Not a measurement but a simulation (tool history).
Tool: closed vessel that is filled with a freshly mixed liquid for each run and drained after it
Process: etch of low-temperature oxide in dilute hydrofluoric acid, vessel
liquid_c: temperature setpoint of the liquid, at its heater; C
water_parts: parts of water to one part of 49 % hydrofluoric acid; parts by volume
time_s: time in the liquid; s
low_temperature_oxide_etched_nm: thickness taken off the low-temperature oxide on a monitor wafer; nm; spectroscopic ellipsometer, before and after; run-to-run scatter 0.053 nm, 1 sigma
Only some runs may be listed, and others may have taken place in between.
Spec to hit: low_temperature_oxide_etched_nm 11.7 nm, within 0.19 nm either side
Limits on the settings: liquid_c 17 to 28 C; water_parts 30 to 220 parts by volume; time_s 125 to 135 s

| run | hour | liquid_c | water_parts | time_s | low_temperature_oxide_etched_nm |
|---|---|---|---|---|---|
| 1 | 0 | 20 | 125 | 125 | 21.796 |
| 2 | 2.8 | 19.5 | 130 | 125 | 20.301 |
| 3 | 5.1 | 19.5 | 130 | 135 | 22.036 |
| 4 | 10.4 | 19 | 135 | 135 | 20.775 |
| 5 | 14.5 | 19 | 140 | 135 | 19.865 |
| 6 | 19 | 19 | 155 | 135 | 17.672 |
| 7 | 24.9 | 19 | 160 | 135 | 17.076 |
| 8 | 27 | 19 | 165 | 135 | 16.463 |
| 9 | 32.6 | 19 | 165 | 135 | 16.39 |
| 10 | 37.5 | 17 | 200 | 135 | 12.108 |

4 next moves are on the table. One of them brings every result within its allowed miss. Which?
| A | 42.4 | 17 | 185 | 130 | ? |
| B | 42.4 | 18.5 | 195 | 125 | ? |
| C | 42.4 | 17 | 195 | 130 | ? |
| D | 42.4 | 19 | 220 | 135 | ? |

| move | low_temperature_oxide_etched_nm |
|---|---|
| A | 12.791 |
| B | 12.269 |
| C | 12.023 |
| D | 11.696 |
A: lands further from the targets than the last run did
B: lands further from the targets than the last run did
C: an improvement on the last run, though not all results are within tolerance
D: all results in spec
The right move is D.
